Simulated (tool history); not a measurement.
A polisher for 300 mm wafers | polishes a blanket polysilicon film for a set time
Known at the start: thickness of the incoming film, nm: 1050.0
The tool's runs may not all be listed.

run,hour,flow of slurry (ml/min),pressure of the wafer on the pad (psi),speed of the pad under the wafer (cm/s),polishing time (s),film removed (Å)
1,0.0,185,2.7,102,28,2306.3
2,6.9,185,2.7,82,28,1829.2
3,15.8,185,2.7,82,25,1637.9
4,16.7,215,2.7,82,25,1657.3
5,25.2,215,2.7,100,25,2037.7
6,30.3,215,2.8,100,25,2076.5

The next listed run, before its measurement:
7,35.4,225,3.5,102,25,?

{"run 7": {"film removed (Å)": 2611.5}}
